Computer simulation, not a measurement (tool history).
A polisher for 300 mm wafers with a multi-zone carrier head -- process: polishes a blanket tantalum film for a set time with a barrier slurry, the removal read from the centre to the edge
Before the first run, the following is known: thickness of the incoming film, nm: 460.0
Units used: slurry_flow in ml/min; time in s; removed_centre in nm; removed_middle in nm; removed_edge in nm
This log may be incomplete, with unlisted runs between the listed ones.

run	hour	slurry_flow	centre_zone	middle_zone	edge_zone	slurry_solids	time	removed_centre	removed_middle	removed_edge
1	0.0	255	1.00	1.00	1.00	1.00	48	75.339	74.402	74.602
2	2.9	255	1.02	0.98	0.96	0.90	48	73.849	72.442	71.053
3	8.3	255	1.04	0.95	0.94	0.85	48	73.545	68.766	67.650
4	16.2	255	1.04	0.95	0.87	0.85	48	74.574	68.711	66.945
5	22.8	250	1.05	0.93	0.86	0.80	48	72.215	66.583	65.032
6	28.0	250	1.05	0.98	0.86	0.80	48	72.997	68.916	63.317
7	36.2	245	1.06	0.96	0.85	0.80	48	72.854	66.469	63.563
8	43.0	235	1.07	0.95	0.84	0.80	48	74.611	65.790	62.512
9	51.1	225	1.07	0.94	0.84	0.80	48	73.538	65.098	62.427
10	54.4	215	1.07	0.93	0.84	0.80	48	72.947	64.034	62.913

Run 11 has not been measured yet. What should we expect?
11	56.0	210	1.07	0.93	0.83	0.80	48	?	?	?

Run 11 came out at removed_centre 73.537 nm, removed_middle 64.500 nm, removed_edge 61.908 nm.
